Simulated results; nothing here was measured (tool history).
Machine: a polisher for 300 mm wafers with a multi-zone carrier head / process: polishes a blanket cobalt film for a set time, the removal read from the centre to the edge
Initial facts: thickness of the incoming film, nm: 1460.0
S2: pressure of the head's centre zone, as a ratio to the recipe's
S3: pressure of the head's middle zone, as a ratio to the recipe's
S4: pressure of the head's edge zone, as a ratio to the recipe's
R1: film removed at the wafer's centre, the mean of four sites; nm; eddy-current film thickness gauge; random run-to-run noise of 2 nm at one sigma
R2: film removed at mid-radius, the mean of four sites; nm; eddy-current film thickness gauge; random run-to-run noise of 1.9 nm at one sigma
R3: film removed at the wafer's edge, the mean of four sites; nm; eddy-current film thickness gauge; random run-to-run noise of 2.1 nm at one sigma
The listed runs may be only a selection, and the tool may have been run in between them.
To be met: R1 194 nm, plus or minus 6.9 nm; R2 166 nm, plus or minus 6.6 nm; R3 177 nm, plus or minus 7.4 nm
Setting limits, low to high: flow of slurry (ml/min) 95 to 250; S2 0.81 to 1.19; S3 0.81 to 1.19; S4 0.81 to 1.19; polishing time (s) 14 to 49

Run 1, hour 0: flow of slurry (ml/min) 160, S2 1, S3 1, S4 1, polishing time (s) 31. Result: R1 239.87 nm, R2 239.73 nm, R3 248.24 nm.
Run 2, hour 4.5: flow of slurry (ml/min) 140, S2 1, S3 1, S4 1, polishing time (s) 31. Result: R1 233.83 nm, R2 245.15 nm, R3 250.43 nm.
Run 3, hour 12.2: flow of slurry (ml/min) 160, S2 1, S3 0.97, S4 0.96, polishing time (s) 28. Result: R1 215.32 nm, R2 213.59 nm, R3 220.83 nm.
Run 4, hour 12.9: flow of slurry (ml/min) 160, S2 1, S3 0.97, S4 1.02, polishing time (s) 28. Result: R1 213.64 nm, R2 215.58 nm, R3 222.22 nm.
Run 5, hour 15.4: flow of slurry (ml/min) 175, S2 1.02, S3 0.94, S4 1.01, polishing time (s) 26. Result: R1 202.42 nm, R2 193.16 nm, R3 211.87 nm.
Run 6, hour 19.5: flow of slurry (ml/min) 175, S2 1.02, S3 0.9, S4 1.01, polishing time (s) 26. Result: R1 207.52 nm, R2 193.23 nm, R3 209.11 nm.
Run 7, hour 22.7: flow of slurry (ml/min) 175, S2 1.04, S3 0.89, S4 0.97, polishing time (s) 25. Result: R1 198.89 nm, R2 183.56 nm, R3 194.91 nm.
Run 8, hour 29.7: flow of slurry (ml/min) 175, S2 1.06, S3 0.87, S4 0.96, polishing time (s) 24. Result: R1 196.48 nm, R2 173.64 nm, R3 187.18 nm.

Consider the 5 candidate settings below. Which is the only one whose results all fall within their allowed miss of target?
Run A, hour 36.7: flow of slurry (ml/min) 165, S2 1.06, S3 1, S4 0.86, polishing time (s) 24. Result: R1 ?, R2 ?, R3 ?.
Run B, hour 36.7: flow of slurry (ml/min) 170, S2 1.08, S3 0.95, S4 0.92, polishing time (s) 24. Result: R1 ?, R2 ?, R3 ?.
Run C, hour 36.7: flow of slurry (ml/min) 140, S2 1.08, S3 0.86, S4 0.88, polishing time (s) 24. Result: R1 ?, R2 ?, R3 ?.
Run D, hour 36.7: flow of slurry (ml/min) 175, S2 0.98, S3 0.86, S4 0.96, polishing time (s) 26. Result: R1 ?, R2 ?, R3 ?.
Run E, hour 36.7: flow of slurry (ml/min) 215, S2 0.99, S3 1.01, S4 0.89, polishing time (s) 23. Result: R1 ?, R2 ?, R3 ?.

move      R1      R2      R3
   A  192.39  191.99  182.14
   B   196.7  186.51  188.36
   C  192.03  171.99  181.97
   D  193.79  190.91  208.81
   E  177.48  190.33  180.84
A: corrects the largest miss of the last run, while another result sits out of spec
B: misses by more than the last run did
C: every result lands within tolerance
D: misses by more than the last run did
E: corrects the largest miss of the last run, while another result sits out of spec
Answer: C
